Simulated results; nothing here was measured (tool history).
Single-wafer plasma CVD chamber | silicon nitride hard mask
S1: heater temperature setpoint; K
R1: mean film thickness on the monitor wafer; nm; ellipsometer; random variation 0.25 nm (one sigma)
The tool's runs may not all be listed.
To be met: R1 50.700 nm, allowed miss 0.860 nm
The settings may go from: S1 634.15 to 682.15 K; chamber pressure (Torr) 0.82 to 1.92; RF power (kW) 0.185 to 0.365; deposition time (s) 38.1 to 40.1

{"run": 1, "day": 0.0, "S1": 658.15, "chamber pressure (Torr)": 1.37, "RF power (kW)": 0.275, "deposition time (s)": 40.1, "R1": 44.629}
{"run": 2, "day": 0.354, "S1": 658.15, "chamber pressure (Torr)": 1.51, "RF power (kW)": 0.28, "deposition time (s)": 40.1, "R1": 46.73}
{"run": 3, "day": 0.492, "S1": 658.15, "chamber pressure (Torr)": 1.6, "RF power (kW)": 0.28, "deposition time (s)": 40.1, "R1": 46.897}
{"run": 4, "day": 0.658, "S1": 664.15, "chamber pressure (Torr)": 1.6, "RF power (kW)": 0.28, "deposition time (s)": 40.1, "R1": 46.87}
{"run": 5, "day": 0.925, "S1": 664.15, "chamber pressure (Torr)": 1.6, "RF power (kW)": 0.26, "deposition time (s)": 40.1, "R1": 44.307}
{"run": 6, "day": 0.988, "S1": 664.15, "chamber pressure (Torr)": 1.6, "RF power (kW)": 0.295, "deposition time (s)": 40.1, "R1": 48.706}
{"run": 7, "day": 1.017, "S1": 664.15, "chamber pressure (Torr)": 1.65, "RF power (kW)": 0.295, "deposition time (s)": 40.1, "R1": 48.943}
{"run": 8, "day": 1.083, "S1": 664.15, "chamber pressure (Torr)": 1.7, "RF power (kW)": 0.295, "deposition time (s)": 40.1, "R1": 49.499}
{"run": 9, "day": 1.421, "S1": 664.15, "chamber pressure (Torr)": 1.73, "RF power (kW)": 0.295, "deposition time (s)": 40.1, "R1": 49.609}
{"run": 10, "day": 1.667, "S1": 664.15, "chamber pressure (Torr)": 1.73, "RF power (kW)": 0.295, "deposition time (s)": 40.1, "R1": 49.993}
{"run": 11, "day": 1.958, "S1": 664.15, "chamber pressure (Torr)": 1.75, "RF power (kW)": 0.295, "deposition time (s)": 40.1, "R1": 49.558}

Which of these 4 next moves meets every target?
{"run": "A", "day": 2.25, "S1": 663.15, "chamber pressure (Torr)": 1.82, "RF power (kW)": 0.285, "deposition time (s)": 39.2, "R1": "?"}
{"run": "B", "day": 2.25, "S1": 667.15, "chamber pressure (Torr)": 1.77, "RF power (kW)": 0.305, "deposition time (s)": 38.8, "R1": "?"}
{"run": "C", "day": 2.25, "S1": 659.15, "chamber pressure (Torr)": 1.76, "RF power (kW)": 0.3, "deposition time (s)": 40.1, "R1": "?"}
{"run": "D", "day": 2.25, "S1": 663.15, "chamber pressure (Torr)": 1.82, "RF power (kW)": 0.29, "deposition time (s)": 38.8, "R1": "?"}

move=A R1=48.017
move=B R1=49.432
move=C R1=50.634
move=D R1=48.113
A: further off than the last run
B: further off than the last run
C: meets every target
D: further off than the last run
Move C is the one to make.

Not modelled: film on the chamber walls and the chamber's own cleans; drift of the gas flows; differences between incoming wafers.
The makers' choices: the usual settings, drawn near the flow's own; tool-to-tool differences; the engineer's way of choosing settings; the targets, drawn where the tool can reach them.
